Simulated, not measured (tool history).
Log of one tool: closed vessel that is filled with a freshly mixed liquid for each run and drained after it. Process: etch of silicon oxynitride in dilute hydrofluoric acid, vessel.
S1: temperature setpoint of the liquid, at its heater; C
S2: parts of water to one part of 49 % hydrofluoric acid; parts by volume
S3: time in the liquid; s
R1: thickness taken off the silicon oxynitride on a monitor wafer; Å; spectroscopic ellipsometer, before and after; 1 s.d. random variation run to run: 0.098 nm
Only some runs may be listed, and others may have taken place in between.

run  hour  S1   S2    S3      R1
  1     0  23  200  1195  74.343
  2   6.5  23  145  1195  108.02
  3    14  23  105  1195  152.55
  4  15.4  21  105  1195  136.49
  5  19.8  21  105  1290  151.12
  6  25.5  21  105  1195  135.77
  7  30.9  20  105  1195  131.59
  8  36.8  19  105  1195  123.13
  9  38.3  19  105  1195  124.46

What will run 10 give?
 10  42.5  18.5  105  1195   ?

For run 10 the tool returned R1 121.63 Å.
